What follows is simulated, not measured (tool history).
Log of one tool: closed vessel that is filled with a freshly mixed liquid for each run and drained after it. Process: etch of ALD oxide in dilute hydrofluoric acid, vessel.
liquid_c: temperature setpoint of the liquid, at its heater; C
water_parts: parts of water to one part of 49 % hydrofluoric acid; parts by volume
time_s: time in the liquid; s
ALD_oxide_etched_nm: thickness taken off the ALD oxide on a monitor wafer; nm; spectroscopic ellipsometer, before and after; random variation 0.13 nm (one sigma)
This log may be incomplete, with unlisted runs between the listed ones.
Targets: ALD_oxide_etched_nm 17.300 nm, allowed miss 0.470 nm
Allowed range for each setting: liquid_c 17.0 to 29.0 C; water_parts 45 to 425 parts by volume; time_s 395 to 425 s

Run 1, hour 0.0: liquid_c 21.0 C, water_parts 235 parts by volume, time_s 395 s. Result: ALD_oxide_etched_nm 31.489 nm.
Run 2, hour 2.3: liquid_c 21.0 C, water_parts 175 parts by volume, time_s 395 s. Result: ALD_oxide_etched_nm 45.197 nm.
Run 3, hour 5.2: liquid_c 18.5 C, water_parts 175 parts by volume, time_s 395 s. Result: ALD_oxide_etched_nm 40.517 nm.
Run 4, hour 5.8: liquid_c 18.0 C, water_parts 200 parts by volume, time_s 395 s. Result: ALD_oxide_etched_nm 33.981 nm.
Run 5, hour 12.0: liquid_c 18.0 C, water_parts 120 parts by volume, time_s 395 s. Result: ALD_oxide_etched_nm 61.350 nm.
Run 6, hour 14.4: liquid_c 18.0 C, water_parts 150 parts by volume, time_s 395 s. Result: ALD_oxide_etched_nm 47.936 nm.
Run 7, hour 17.7: liquid_c 18.0 C, water_parts 150 parts by volume, time_s 395 s. Result: ALD_oxide_etched_nm 48.137 nm.
Run 8, hour 25.2: liquid_c 17.0 C, water_parts 245 parts by volume, time_s 395 s. Result: ALD_oxide_etched_nm 25.655 nm.
Run 9, hour 29.3: liquid_c 17.0 C, water_parts 325 parts by volume, time_s 395 s. Result: ALD_oxide_etched_nm 18.049 nm.

Exactly one of the 5 candidate moves below puts every result within its allowed miss. Which one?
Run A, hour 33.4: liquid_c 17.5 C, water_parts 340 parts by volume, time_s 425 s. Result: ALD_oxide_etched_nm ?.
Run B, hour 33.4: liquid_c 18.0 C, water_parts 335 parts by volume, time_s 425 s. Result: ALD_oxide_etched_nm ?.
Run C, hour 33.4: liquid_c 19.0 C, water_parts 335 parts by volume, time_s 410 s. Result: ALD_oxide_etched_nm ?.
Run D, hour 33.4: liquid_c 18.5 C, water_parts 355 parts by volume, time_s 405 s. Result: ALD_oxide_etched_nm ?.
Run E, hour 33.4: liquid_c 17.5 C, water_parts 335 parts by volume, time_s 425 s. Result: ALD_oxide_etched_nm ?.

move  ALD_oxide_etched_nm
   A               18.488
   B               19.186
   C               19.175
   D               17.256
   E               18.846
A: further off than the last run
B: further off than the last run
C: further off than the last run
D: each result inside its tolerance
E: further off than the last run
D is the move that brings every result within its allowed miss.
